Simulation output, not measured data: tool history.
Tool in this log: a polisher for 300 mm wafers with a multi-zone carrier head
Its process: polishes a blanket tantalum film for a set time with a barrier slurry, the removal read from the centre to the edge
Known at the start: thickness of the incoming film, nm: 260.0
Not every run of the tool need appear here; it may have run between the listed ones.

run,day,flow of slurry (ml/min),pressure of the head's centre zone,pressure of the head's middle zone,pressure of the head's edge zone,abrasive content of the slurry,polishing time (s),film removed at the wafer's centre (nm),film removed at mid-radius (nm),film removed at the wafer's edge (nm)
1,0.000,205,1.00,1.00,1.00,1.00,52,94.025,89.388,92.858
2,0.262,200,0.99,0.99,0.98,0.95,48,81.162,80.494,84.049
3,0.367,200,1.01,0.98,0.96,0.90,45,77.172,72.927,76.795
4,0.496,200,1.01,0.98,0.94,0.85,42,69.961,67.279,68.163
5,0.658,195,1.01,0.96,0.92,0.80,41,66.788,62.223,64.882
6,0.712,160,1.01,0.96,0.92,0.80,41,65.508,60.006,62.329
7,1.000,155,1.00,0.95,0.91,0.75,40,61.092,56.171,58.680
8,1.225,150,0.99,0.94,0.90,0.70,39,54.447,51.789,55.242
9,1.379,150,0.99,0.94,0.89,0.65,38,50.293,48.464,51.042
10,1.488,145,0.99,0.93,0.88,0.65,38,51.800,47.939,51.016
11,1.612,145,0.99,0.93,0.87,0.65,38,51.858,47.300,49.919
12,1.817,145,0.98,0.93,0.86,0.65,38,49.949,47.353,49.525
13,2.179,145,0.98,0.93,0.85,0.65,38,50.625,47.362,49.733

What does the tool deliver on the next run?
14,2.308,145,0.98,0.93,0.84,0.65,38,?,?,?

film removed at the wafer's centre (nm): 51.046
film removed at mid-radius (nm): 47.488
film removed at the wafer's edge (nm): 49.657

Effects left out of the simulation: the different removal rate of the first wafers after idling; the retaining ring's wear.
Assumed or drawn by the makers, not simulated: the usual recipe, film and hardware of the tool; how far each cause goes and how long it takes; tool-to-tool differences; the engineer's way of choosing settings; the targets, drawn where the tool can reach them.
